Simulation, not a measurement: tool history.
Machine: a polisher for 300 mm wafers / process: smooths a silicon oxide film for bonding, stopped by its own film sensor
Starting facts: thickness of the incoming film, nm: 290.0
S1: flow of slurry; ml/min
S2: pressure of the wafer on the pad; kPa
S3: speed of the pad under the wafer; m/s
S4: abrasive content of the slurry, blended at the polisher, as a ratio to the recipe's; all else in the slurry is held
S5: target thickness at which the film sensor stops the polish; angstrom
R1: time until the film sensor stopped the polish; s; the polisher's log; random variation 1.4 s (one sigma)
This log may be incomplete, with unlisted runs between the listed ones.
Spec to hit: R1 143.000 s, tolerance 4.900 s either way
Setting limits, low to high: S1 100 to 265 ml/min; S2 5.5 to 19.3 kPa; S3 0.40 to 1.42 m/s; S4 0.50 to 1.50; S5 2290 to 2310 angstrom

run	hour	S1	S2	S3	S4	S5	R1
1	0.0	170	12.4	0.90	1.00	2310	93.050
2	4.7	170	11.7	0.90	1.00	2310	97.065
3	13.3	170	11.7	0.90	0.90	2310	100.570
4	18.1	200	11.7	0.90	0.90	2310	98.101
5	21.8	195	11.0	0.90	0.90	2310	103.250
6	28.0	195	11.0	0.68	0.90	2310	130.240
7	35.1	195	11.0	0.68	0.90	2310	130.240
8	40.5	190	11.0	0.68	0.90	2310	129.630
9	47.7	180	10.3	0.68	0.90	2310	135.720

Which one of the following 4 next-run settings gets every result inside its allowed miss? There is exactly one.
A	54.9	185	11.0	0.68	0.90	2310	?
B	54.9	185	9.7	0.70	0.85	2300	?
C	54.9	215	12.4	0.62	0.85	2300	?
D	54.9	170	9.0	0.88	0.75	2310	?

move	R1
A	129.950
B	143.820
C	131.630
D	130.530
A: lands further from the targets than the last run did
B: in spec on every target
C: lands further from the targets than the last run did
D: lands further from the targets than the last run did
Go with B: it meets all targets.

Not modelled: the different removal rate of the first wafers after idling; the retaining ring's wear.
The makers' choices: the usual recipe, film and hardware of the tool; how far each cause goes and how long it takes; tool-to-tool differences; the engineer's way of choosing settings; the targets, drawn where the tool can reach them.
